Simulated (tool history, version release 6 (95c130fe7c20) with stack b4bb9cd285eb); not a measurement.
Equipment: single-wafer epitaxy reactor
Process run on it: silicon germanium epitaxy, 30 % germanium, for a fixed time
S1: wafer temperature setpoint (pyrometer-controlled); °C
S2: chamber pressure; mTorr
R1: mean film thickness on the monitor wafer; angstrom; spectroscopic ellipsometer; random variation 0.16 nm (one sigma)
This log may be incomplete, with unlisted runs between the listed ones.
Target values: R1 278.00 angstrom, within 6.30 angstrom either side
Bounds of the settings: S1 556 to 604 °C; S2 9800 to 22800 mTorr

| run | hour | S1 | S2 | R1 |
|---|---|---|---|---|
| 1 | 0.0 | 580 | 16300 | 402.70 |
| 2 | 1.7 | 575 | 16300 | 373.40 |
| 3 | 5.0 | 571 | 16200 | 344.75 |
| 4 | 10.5 | 579 | 16200 | 396.04 |
| 5 | 13.9 | 570 | 16200 | 341.24 |
| 6 | 19.6 | 567 | 16100 | 322.30 |
| 7 | 24.0 | 565 | 16100 | 313.20 |
| 8 | 31.4 | 563 | 16100 | 303.91 |
| 9 | 38.0 | 562 | 16100 | 293.91 |

4 candidate next runs follow, results not yet known. Just one meets every target within its allowed miss. Identify it.
| A | 44.6 | 560 | 14500 | ? |
| B | 44.6 | 568 | 15600 | ? |
| C | 44.6 | 560 | 16400 | ? |
| D | 44.6 | 559 | 18300 | ? |

| move | R1 |
|---|---|
| A | 273.88 |
| B | 322.40 |
| C | 285.59 |
| D | 291.48 |
A: each result inside its tolerance
B: lands further from the targets than the last run did
C: gains on the last run, yet a result remains outside its allowed miss
D: gains on the last run, yet a result remains outside its allowed miss
Correct choice: A, which meets every target

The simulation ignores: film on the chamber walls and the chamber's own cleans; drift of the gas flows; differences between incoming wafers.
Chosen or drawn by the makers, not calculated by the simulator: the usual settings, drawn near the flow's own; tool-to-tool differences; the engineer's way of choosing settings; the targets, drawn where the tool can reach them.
